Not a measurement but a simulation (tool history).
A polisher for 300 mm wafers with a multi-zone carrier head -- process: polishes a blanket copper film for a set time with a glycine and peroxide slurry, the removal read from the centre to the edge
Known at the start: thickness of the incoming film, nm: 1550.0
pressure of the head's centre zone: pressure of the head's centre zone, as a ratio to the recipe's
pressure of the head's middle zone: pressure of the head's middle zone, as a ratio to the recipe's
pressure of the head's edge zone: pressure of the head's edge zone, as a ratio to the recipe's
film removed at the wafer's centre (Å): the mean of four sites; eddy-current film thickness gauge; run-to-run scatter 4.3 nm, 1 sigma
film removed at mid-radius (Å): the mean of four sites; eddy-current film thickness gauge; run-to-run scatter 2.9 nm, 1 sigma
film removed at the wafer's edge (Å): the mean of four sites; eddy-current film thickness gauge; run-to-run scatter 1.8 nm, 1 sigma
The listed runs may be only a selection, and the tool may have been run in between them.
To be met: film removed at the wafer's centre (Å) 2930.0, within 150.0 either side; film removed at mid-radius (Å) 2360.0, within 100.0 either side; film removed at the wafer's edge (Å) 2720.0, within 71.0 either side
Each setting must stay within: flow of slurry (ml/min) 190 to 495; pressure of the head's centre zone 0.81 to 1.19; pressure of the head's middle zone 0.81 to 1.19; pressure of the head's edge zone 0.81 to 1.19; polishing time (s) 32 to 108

run	hour	flow of slurry (ml/min)	pressure of the head's centre zone	pressure of the head's middle zone	pressure of the head's edge zone	polishing time (s)	film removed at the wafer's centre (Å)	film removed at mid-radius (Å)	film removed at the wafer's edge (Å)
1	0.0	320	1.00	1.00	1.00	70	3349.9	3311.5	3185.9
2	7.6	320	1.00	1.04	1.00	70	3382.8	3414.6	3215.3
3	13.6	320	1.00	1.07	1.00	70	3421.9	3550.2	3221.1
4	18.6	320	1.04	1.07	1.00	70	3563.6	3464.1	3216.9
5	21.1	315	1.04	1.04	1.00	69	3466.7	3292.2	3153.1
6	27.1	275	1.04	1.04	1.00	69	3411.2	3379.8	3124.1
7	29.9	290	1.04	1.01	1.00	68	3415.3	3234.4	3066.3
# hour 32.4: edge zone pressure recalibrated
8	32.4	305	1.04	0.99	1.01	66	3238.9	3088.3	3140.8
9	38.1	310	1.05	0.97	0.99	65	3249.8	3044.6	3074.5
10	43.1	310	1.07	0.96	0.99	63	3304.7	2863.6	2955.7
11	50.5	315	1.07	0.94	0.99	62	3208.8	2761.6	2937.1
12	56.3	300	1.06	0.84	0.90	58	2903.6	2342.2	2630.8
13	62.1	300	1.06	0.84	0.91	58	2903.1	2307.7	2631.3
14	70.9	305	1.06	0.84	0.92	58	2948.5	2378.1	2640.7

Which of these 4 next moves meets every target?
A	79.7	350	1.03	0.88	0.89	56	?	?	?
B	79.7	360	1.10	0.85	0.94	55	?	?	?
C	79.7	265	1.08	0.90	0.87	57	?	?	?
D	79.7	195	1.05	0.84	0.91	62	?	?	?

move	film removed at the wafer's centre (Å)	film removed at mid-radius (Å)	film removed at the wafer's edge (Å)
A	2759.3	2367.8	2560.3
B	2902.5	2264.4	2584.6
C	2859.0	2388.6	2525.1
D	2888.6	2357.1	2721.8
A: moves away from the targets compared with the last run
B: moves away from the targets compared with the last run
C: moves away from the targets compared with the last run
D: every result lands within tolerance
The right move is D.

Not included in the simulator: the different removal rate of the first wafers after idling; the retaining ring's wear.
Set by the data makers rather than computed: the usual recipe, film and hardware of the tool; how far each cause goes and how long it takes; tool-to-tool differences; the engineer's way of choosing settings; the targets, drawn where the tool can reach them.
